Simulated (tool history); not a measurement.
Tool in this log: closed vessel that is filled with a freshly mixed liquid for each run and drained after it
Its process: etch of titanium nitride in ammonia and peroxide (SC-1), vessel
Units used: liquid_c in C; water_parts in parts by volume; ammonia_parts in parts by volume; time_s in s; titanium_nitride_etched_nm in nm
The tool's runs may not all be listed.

| run | hour | liquid_c | water_parts | ammonia_parts | time_s | titanium_nitride_etched_nm |
|---|---|---|---|---|---|---|
| 1 | 0.0 | 54.0 | 6.5 | 0.85 | 795 | 111.130 |
| 2 | 6.6 | 54.0 | 5.5 | 0.85 | 795 | 119.630 |
| 3 | 11.6 | 54.0 | 5.5 | 0.85 | 850 | 127.750 |
| 4 | 19.9 | 51.5 | 5.5 | 0.85 | 850 | 108.560 |
| 5 | 24.8 | 49.5 | 5.5 | 0.85 | 850 | 93.942 |
| 6 | 28.6 | 48.0 | 5.5 | 0.85 | 850 | 84.977 |
| 7 | 31.1 | 46.5 | 5.5 | 0.85 | 850 | 76.434 |
| 8 | 40.1 | 39.0 | 5.5 | 0.85 | 850 | 44.148 |
| 9 | 45.7 | 40.0 | 5.5 | 0.85 | 850 | 47.454 |

The next listed run, before its measurement:
|  | 47.9 | thermometer replaced |
| 10 | 47.9 | 40.5 | 5.5 | 0.85 | 850 | ? |

titanium_nitride_etched_nm: 45.877 nm
